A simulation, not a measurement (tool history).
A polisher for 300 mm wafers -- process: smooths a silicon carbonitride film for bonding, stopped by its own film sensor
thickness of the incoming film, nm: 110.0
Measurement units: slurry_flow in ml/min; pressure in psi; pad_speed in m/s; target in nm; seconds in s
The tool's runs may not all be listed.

| run | hour | slurry_flow | pressure | pad_speed | slurry_solids | target | seconds |
|---|---|---|---|---|---|---|---|
| 1 | 0 | 170 | 2.3 | 0.96 | 1 | 78 | 103.66 |
| 2 | 6.2 | 170 | 2.5 | 0.96 | 1 | 78 | 97.124 |
| 3 | 9.4 | 170 | 2.5 | 0.72 | 1 | 78 | 111.85 |
| 4 | 12 | 175 | 2.6 | 0.72 | 1 | 78 | 106.64 |
| 5 | 20 | 150 | 2.6 | 0.72 | 1 | 78 | 109.79 |
| 6 | 24 | 150 | 2.6 | 0.8 | 1 | 78 | 103.28 |
| 7 | 27.7 | 150 | 2.7 | 0.8 | 1 | 78 | 97.653 |

Forecast run 8:
| 8 | 28.8 | 150 | 2.7 | 0.8 | 1 | 78 | ? |

Run 8 produced seconds 97.653 s.
